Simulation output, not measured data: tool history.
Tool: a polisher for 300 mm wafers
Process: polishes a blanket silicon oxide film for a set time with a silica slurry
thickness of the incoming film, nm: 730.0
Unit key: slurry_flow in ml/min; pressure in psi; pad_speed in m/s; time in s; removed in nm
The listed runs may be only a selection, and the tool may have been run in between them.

| run | day | slurry_flow | pressure | pad_speed | slurry_solids | time | removed |
|---|---|---|---|---|---|---|---|
| 1 | 0 | 195 | 5.3 | 1.38 | 1 | 23 | 76.694 |
| 2 | 0.258 | 150 | 5.3 | 1.38 | 1 | 23 | 72.229 |
| 3 | 0.425 | 115 | 5.3 | 1.38 | 1 | 23 | 68.392 |
| 4 | 0.475 | 130 | 5.4 | 1.38 | 1 | 23 | 72.349 |
| 5 | 0.525 | 115 | 5.4 | 1.38 | 1 | 23 | 69.102 |
| 6 | 0.862 | 115 | 5.4 | 1.38 | 1 | 21 | 62.868 |
| 7 | 0.992 | 130 | 5.5 | 1.38 | 1 | 21 | 65.658 |
| 8 | 1.046 | 145 | 5.6 | 1.38 | 1 | 21 | 68.62 |
| 9 | 1.333 | 155 | 5.7 | 1.38 | 1 | 21 | 69.732 |
| 10 | 1.704 | 165 | 5.9 | 1.38 | 1 | 21 | 71.881 |
| 11 | 1.942 | 165 | 7.4 | 1.4 | 1 | 21 | 84.999 |

The next listed run, before its measurement:
| 12 | 2.179 | 170 | 7.4 | 1.4 | 1 | 21 | ? |

{"run 12": {"removed": 86.661}}

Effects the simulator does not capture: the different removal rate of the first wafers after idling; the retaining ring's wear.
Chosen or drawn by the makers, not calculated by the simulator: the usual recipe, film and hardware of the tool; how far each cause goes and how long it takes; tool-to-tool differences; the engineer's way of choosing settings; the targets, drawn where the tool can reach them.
